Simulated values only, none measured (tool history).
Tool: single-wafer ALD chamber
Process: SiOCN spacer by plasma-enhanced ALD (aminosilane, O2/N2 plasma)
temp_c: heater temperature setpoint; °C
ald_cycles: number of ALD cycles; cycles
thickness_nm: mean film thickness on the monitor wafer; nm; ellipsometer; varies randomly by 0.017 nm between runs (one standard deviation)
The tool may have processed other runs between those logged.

run 1 day=0 | temp_c=405 ald_cycles=107 | thickness_nm=6.1837
run 2 day=0.229 | temp_c=405 ald_cycles=116 | thickness_nm=6.7078
run 3 day=0.296 | temp_c=405 ald_cycles=125 | thickness_nm=7.2466
run 4 day=0.65 | temp_c=403 ald_cycles=126 | thickness_nm=7.326
run 5 day=0.692 | temp_c=403 ald_cycles=116 | thickness_nm=6.7075
-- day=0.783 thermocouple changed; heater temperature recalibrated
run 6 day=0.783 | temp_c=396 ald_cycles=116 | thickness_nm=6.89

For run 7, what comes out?
run 7 day=0.975 | temp_c=387 ald_cycles=126 | thickness_nm=?

thickness_nm: 7.4602 nm

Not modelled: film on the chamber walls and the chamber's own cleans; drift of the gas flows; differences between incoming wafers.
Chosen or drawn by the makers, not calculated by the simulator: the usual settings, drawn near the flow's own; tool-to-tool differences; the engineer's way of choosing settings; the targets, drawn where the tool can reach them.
